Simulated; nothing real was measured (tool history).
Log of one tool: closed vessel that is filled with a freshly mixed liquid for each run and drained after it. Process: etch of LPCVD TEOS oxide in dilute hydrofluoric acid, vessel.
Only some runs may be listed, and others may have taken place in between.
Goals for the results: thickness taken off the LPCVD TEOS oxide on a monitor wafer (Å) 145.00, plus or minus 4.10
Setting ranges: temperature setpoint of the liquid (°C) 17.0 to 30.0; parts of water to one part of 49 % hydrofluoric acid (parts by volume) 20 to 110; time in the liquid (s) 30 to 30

run,day,temperature setpoint of the liquid (°C),parts of water to one part of 49 % hydrofluoric acid (parts by volume),time in the liquid (s),thickness taken off the LPCVD TEOS oxide on a monitor wafer (Å)
1,0.000,22.0,60,30,111.41
2,0.371,24.5,60,30,124.98
3,0.546,24.5,60,30,123.67
4,0.846,24.5,45,30,168.06
5,1.183,27.0,45,30,186.66
6,1.550,27.0,45,30,186.20
7,1.658,27.0,45,30,187.98
8,1.933,27.0,45,30,185.91
# day 2.200: hydrofluoric acid flow meter replaced
9,2.200,26.5,45,30,165.66
10,2.354,26.0,45,30,162.72

Below are 4 possible settings for the next run. Only one of them brings all results inside the allowed miss of their targets. Which is it?
A,2.508,27.5,50,30,?
B,2.508,20.5,40,30,?
C,2.508,19.0,40,30,?
D,2.508,27.0,40,30,?

move,thickness taken off the LPCVD TEOS oxide on a monitor wafer (Å)
A,154.52
B,146.58
C,137.45
D,192.05
A: an improvement on the last run, though not all results are within tolerance
B: every result lands within tolerance
C: moves the result that the last run missed by most past its target, out the other side
D: lands further from the targets than the last run did
Go with B: it meets all targets.
